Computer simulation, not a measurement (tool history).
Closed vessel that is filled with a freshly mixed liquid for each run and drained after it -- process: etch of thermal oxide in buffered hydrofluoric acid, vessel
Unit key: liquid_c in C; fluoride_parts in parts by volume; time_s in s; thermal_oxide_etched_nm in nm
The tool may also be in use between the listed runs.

run,day,liquid_c,fluoride_parts,time_s,thermal_oxide_etched_nm
1,0,22,9.5,100,106.17
2,0.383,23.5,9.5,100,113.03
3,0.679,24.5,9.5,100,117.53
4,0.942,24.5,12.5,100,92.997
5,1.233,24.5,12.5,100,94.325
6,1.604,26,12,100,102.59
7,1.696,30,9.5,100,159.67

Run 8 is up next; what results do you expect?
8,2.004,29.5,9.5,100,?

Logged for run 8: thermal_oxide_etched_nm 155.85 nm.

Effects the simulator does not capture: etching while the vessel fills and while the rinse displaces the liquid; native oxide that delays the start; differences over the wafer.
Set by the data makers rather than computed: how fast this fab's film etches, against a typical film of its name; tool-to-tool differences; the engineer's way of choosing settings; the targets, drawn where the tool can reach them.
